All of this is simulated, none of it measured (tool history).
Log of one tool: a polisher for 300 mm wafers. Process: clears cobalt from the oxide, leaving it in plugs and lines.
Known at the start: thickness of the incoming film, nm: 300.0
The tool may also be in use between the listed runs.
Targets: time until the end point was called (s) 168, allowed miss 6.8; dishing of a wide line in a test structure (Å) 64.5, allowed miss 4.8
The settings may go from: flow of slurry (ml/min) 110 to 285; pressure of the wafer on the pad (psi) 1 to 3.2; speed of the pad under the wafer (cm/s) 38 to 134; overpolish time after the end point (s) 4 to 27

run	hour	flow of slurry (ml/min)	pressure of the wafer on the pad (psi)	speed of the pad under the wafer (cm/s)	overpolish time after the end point (s)	time until the end point was called (s)	dishing of a wide line in a test structure (Å)
1	0	180	2.1	86	14	57.209	208.47
2	1.7	180	2.1	104	14	48.42	220.76
3	3	165	1.8	88	12	68.402	195.57
4	6.2	165	1.8	104	12	56.644	203.71
5	14.4	150	1.6	88	10	75.659	176
6	22.6	150	1.6	98	10	68.379	178.09
7	31.3	140	1.5	84	9	85.686	157.61
8	34.7	135	1.4	72	8	108.54	126.67
9	42.3	110	1.5	48	4	155.86	55.019
10	44.4	110	1.5	48	4	157.02	55.929
11	50.5	110	1.3	48	10	176.04	104.67
12	51.6	115	1.4	46	9	174.74	103.02
13	57.9	115	1.5	44	8	172.53	93.288
14	63	115	1.5	44	7	170.37	85.892
15	71.7	115	1.5	44	7	168.67	81.209
16	80.4	115	1.5	42	6	174.15	70.683
17	87	115	1.5	42	6	177.05	72.318
18	88.2	115	1.6	42	6	165.87	78.185

Which of these 4 next moves meets every target?
A	89.4	115	1.6	40	8	?	?
B	89.4	110	1.5	44	5	?	?
C	89.4	110	1.7	42	7	?	?
D	89.4	145	1.3	46	9	?	?

move	time until the end point was called (s)	dishing of a wide line in a test structure (Å)
A	175.52	92.547
B	172.93	64.062
C	160.17	89.509
D	177.75	100.26
A: further off than the last run
B: meets every target
C: further off than the last run
D: further off than the last run
Move B is the one to make.

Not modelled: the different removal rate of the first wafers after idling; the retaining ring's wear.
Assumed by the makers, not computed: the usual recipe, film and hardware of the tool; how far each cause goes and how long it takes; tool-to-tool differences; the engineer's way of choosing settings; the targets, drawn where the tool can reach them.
